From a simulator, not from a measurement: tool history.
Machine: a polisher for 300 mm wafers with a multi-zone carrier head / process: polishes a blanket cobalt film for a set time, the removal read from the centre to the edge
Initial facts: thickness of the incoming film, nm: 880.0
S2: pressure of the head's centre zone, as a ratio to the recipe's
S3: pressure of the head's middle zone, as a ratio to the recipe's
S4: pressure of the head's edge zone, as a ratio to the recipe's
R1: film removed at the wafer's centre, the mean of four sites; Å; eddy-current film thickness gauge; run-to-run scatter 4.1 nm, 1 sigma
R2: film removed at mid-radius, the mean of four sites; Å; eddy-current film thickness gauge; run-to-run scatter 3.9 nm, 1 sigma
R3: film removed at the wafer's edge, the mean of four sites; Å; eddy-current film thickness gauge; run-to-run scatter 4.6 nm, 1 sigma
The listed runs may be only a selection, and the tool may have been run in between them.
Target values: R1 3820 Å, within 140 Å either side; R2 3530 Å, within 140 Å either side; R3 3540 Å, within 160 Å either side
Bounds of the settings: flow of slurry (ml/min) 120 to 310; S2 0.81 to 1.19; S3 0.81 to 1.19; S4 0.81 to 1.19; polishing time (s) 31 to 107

Run 1, hour 0: flow of slurry (ml/min) 200, S2 1, S3 1, S4 1, polishing time (s) 69. Result: R1 2765.3 Å, R2 2748.9 Å, R3 2728.1 Å.
Run 2, hour 8.4: flow of slurry (ml/min) 200, S2 1, S3 1, S4 0.95, polishing time (s) 69. Result: R1 2742.6 Å, R2 2801.6 Å, R3 2647 Å.
Run 3, hour 11.1: flow of slurry (ml/min) 180, S2 1, S3 1, S4 0.95, polishing time (s) 69. Result: R1 2750.6 Å, R2 2693.6 Å, R3 2619.3 Å.
Run 4, hour 13.1: flow of slurry (ml/min) 180, S2 1.04, S3 1, S4 0.95, polishing time (s) 69. Result: R1 2834.8 Å, R2 2707.6 Å, R3 2635.5 Å.
Run 5, hour 14.3: flow of slurry (ml/min) 180, S2 1.12, S3 1, S4 0.95, polishing time (s) 69. Result: R1 3105.3 Å, R2 2665.5 Å, R3 2653.2 Å.
Run 6, hour 18.8: flow of slurry (ml/min) 190, S2 1.12, S3 1.02, S4 0.99, polishing time (s) 71. Result: R1 3257.9 Å, R2 2893.1 Å, R3 2841.8 Å.
Run 7, hour 25.3: flow of slurry (ml/min) 200, S2 1.13, S3 1.03, S4 1.03, polishing time (s) 72. Result: R1 3352.4 Å, R2 2892 Å, R3 2924.3 Å.
Run 8, hour 34: flow of slurry (ml/min) 205, S2 1.13, S3 1.05, S4 1.05, polishing time (s) 74. Result: R1 3454.4 Å, R2 3085.4 Å, R3 2987.2 Å.

Of the 5 settings listed for the next run, only one would bring every result within its allowed miss of target. Which one?
Run A, hour 42.7: flow of slurry (ml/min) 120, S2 1.1, S3 0.81, S4 1.19, polishing time (s) 91. Result: R1 ?, R2 ?, R3 ?.
Run B, hour 42.7: flow of slurry (ml/min) 245, S2 0.97, S3 0.98, S4 1.06, polishing time (s) 94. Result: R1 ?, R2 ?, R3 ?.
Run C, hour 42.7: flow of slurry (ml/min) 250, S2 1.17, S3 1.04, S4 1.08, polishing time (s) 84. Result: R1 ?, R2 ?, R3 ?.
Run D, hour 42.7: flow of slurry (ml/min) 135, S2 1.09, S3 1.02, S4 1.02, polishing time (s) 94. Result: R1 ?, R2 ?, R3 ?.
Run E, hour 42.7: flow of slurry (ml/min) 220, S2 1.17, S3 1.03, S4 1.1, polishing time (s) 85. Result: R1 ?, R2 ?, R3 ?.

move      R1      R2      R3
   A  3614.9  2700.1    3737
   B  3859.2  3760.1  4016.4
   C  4178.7  3538.2  3626.7
   D  3844.7  3489.7  3641.3
   E  4149.5  3491.7  3657.9
A: carries the result that was furthest off beyond its target, to the other side
B: carries the result that was furthest off beyond its target, to the other side
C: brings the last run's worst result on target, with another outside its allowed miss
D: all results in spec
E: brings the last run's worst result on target, with another outside its allowed miss
D is the move that brings every result within its allowed miss.
